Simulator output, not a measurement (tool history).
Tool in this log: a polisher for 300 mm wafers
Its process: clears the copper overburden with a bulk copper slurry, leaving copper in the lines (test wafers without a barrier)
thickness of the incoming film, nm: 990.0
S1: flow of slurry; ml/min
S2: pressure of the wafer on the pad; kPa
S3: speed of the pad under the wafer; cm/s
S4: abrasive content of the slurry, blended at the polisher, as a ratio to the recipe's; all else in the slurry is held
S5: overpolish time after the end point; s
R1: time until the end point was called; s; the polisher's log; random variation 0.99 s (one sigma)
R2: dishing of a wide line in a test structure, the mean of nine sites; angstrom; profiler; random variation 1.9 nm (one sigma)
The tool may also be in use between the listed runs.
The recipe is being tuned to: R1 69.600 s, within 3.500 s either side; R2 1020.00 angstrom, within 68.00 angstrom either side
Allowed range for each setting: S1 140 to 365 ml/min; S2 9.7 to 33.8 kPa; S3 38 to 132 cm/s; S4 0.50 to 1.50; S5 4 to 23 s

run	day	S1	S2	S3	S4	S5	R1	R2
1	0.000	235	21.4	84	1.00	12	99.720	748.70
2	0.283	235	21.4	84	1.20	12	95.238	739.84
3	0.612	235	22.1	84	1.20	12	94.070	765.88
4	0.662	235	22.1	84	1.10	12	94.551	774.56
5	0.958	235	22.8	84	1.10	12	92.966	795.33
6	1.075	235	17.2	84	1.10	12	119.990	619.77
7	1.267	235	18.6	84	1.10	12	109.560	657.94
8	1.612	235	20.0	84	1.10	12	105.290	718.38
9	1.846	235	21.4	84	1.10	12	98.227	765.15
10	2.158	235	27.6	86	1.10	12	74.077	909.02

Consider the 4 candidate settings below. Which is the only one whose results all fall within their allowed miss of target?
A	2.471	240	31.0	78	1.40	13	?	?
B	2.471	245	29.0	82	0.95	12	?	?
C	2.471	260	27.6	94	1.20	10	?	?
D	2.471	255	29.0	82	1.10	10	?	?

move	R1	R2
A	70.927	1048.20
B	77.506	945.46
C	67.758	914.13
D	75.133	861.09
A: in spec on every target
B: the biggest miss grows against the last run
C: as far off as the last run
D: the biggest miss grows against the last run
Correct choice: A, which meets every target
